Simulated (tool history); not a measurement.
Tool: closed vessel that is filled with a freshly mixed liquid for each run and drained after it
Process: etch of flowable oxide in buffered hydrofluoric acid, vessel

run	hour	temperature setpoint of the liquid (C)	parts of 40 % ammonium fluoride to one part of 49 % hydrofluoric acid (parts by volume)	time in the liquid (s)	thickness taken off the flowable oxide on a monitor wafer (angstrom)
1	0.0	23.0	16.5	35	914.53
2	6.1	23.0	18.5	35	822.49
3	9.5	23.0	18.5	30	708.14
4	16.1	24.0	17.0	30	820.46
5	22.2	25.0	15.5	30	932.18
6	26.7	26.5	15.5	30	1011.80
7	28.6	26.5	15.5	30	1029.80

Forecast run 8:
8	31.7	30.5	10.5	30	?

{"run 8": {"thickness taken off the flowable oxide on a monitor wafer (angstrom)": 1844.4}}
